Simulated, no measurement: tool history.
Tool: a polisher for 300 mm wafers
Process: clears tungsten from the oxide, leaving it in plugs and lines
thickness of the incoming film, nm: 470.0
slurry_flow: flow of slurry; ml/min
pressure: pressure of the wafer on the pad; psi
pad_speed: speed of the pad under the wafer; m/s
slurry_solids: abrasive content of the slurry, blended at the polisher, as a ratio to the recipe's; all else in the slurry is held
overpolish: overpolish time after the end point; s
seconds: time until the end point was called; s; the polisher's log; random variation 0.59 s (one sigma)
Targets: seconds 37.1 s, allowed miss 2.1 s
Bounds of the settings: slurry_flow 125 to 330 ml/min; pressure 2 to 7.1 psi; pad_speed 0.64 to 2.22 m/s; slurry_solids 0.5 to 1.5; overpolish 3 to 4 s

Run 1, hour 0: slurry_flow 210 ml/min, pressure 4.5 psi, pad_speed 1.42 m/s, slurry_solids 1, overpolish 4 s. Result: seconds 66.472 s.
Run 2, hour 4.8: slurry_flow 210 ml/min, pressure 4.5 psi, pad_speed 1.62 m/s, slurry_solids 1, overpolish 4 s. Result: seconds 59.348 s.
Run 3, hour 12.8: slurry_flow 210 ml/min, pressure 5 psi, pad_speed 1.62 m/s, slurry_solids 1, overpolish 4 s. Result: seconds 53.052 s.
Run 4, hour 18.6: slurry_flow 210 ml/min, pressure 5.3 psi, pad_speed 1.64 m/s, slurry_solids 1, overpolish 4 s. Result: seconds 49.131 s.
Run 5, hour 26.6: slurry_flow 210 ml/min, pressure 4.6 psi, pad_speed 1.64 m/s, slurry_solids 1, overpolish 4 s. Result: seconds 57.581 s.
Run 6, hour 32.9: slurry_flow 210 ml/min, pressure 5.6 psi, pad_speed 1.64 m/s, slurry_solids 1, overpolish 4 s. Result: seconds 47.013 s.
Run 7, hour 40.9: slurry_flow 210 ml/min, pressure 5.8 psi, pad_speed 1.66 m/s, slurry_solids 1, overpolish 4 s. Result: seconds 45.123 s.
Run 8, hour 49.4: slurry_flow 210 ml/min, pressure 5.8 psi, pad_speed 1.66 m/s, slurry_solids 1, overpolish 4 s. Result: seconds 43.869 s.
Run 9, hour 51.5: slurry_flow 210 ml/min, pressure 6 psi, pad_speed 1.66 m/s, slurry_solids 1, overpolish 4 s. Result: seconds 42.936 s.
Run 10, hour 57.4: slurry_flow 210 ml/min, pressure 6.1 psi, pad_speed 1.66 m/s, slurry_solids 1, overpolish 4 s. Result: seconds 43.365 s.

4 next moves are on the table. One of them brings every result within its allowed miss. Which?
Run A, hour 63.3: slurry_flow 190 ml/min, pressure 5.8 psi, pad_speed 1.52 m/s, slurry_solids 0.9, overpolish 4 s. Result: seconds ?.
Run B, hour 63.3: slurry_flow 215 ml/min, pressure 5.4 psi, pad_speed 1.54 m/s, slurry_solids 1.05, overpolish 4 s. Result: seconds ?.
Run C, hour 63.3: slurry_flow 200 ml/min, pressure 5.1 psi, pad_speed 1.52 m/s, slurry_solids 1.1, overpolish 3 s. Result: seconds ?.
Run D, hour 63.3: slurry_flow 155 ml/min, pressure 7.1 psi, pad_speed 1.84 m/s, slurry_solids 0.75, overpolish 4 s. Result: seconds ?.

move  seconds
   A   52.187
   B   52.247
   C   55.558
   D   39.015
A: further off than the last run
B: further off than the last run
C: further off than the last run
D: meets every target
The right move is D.

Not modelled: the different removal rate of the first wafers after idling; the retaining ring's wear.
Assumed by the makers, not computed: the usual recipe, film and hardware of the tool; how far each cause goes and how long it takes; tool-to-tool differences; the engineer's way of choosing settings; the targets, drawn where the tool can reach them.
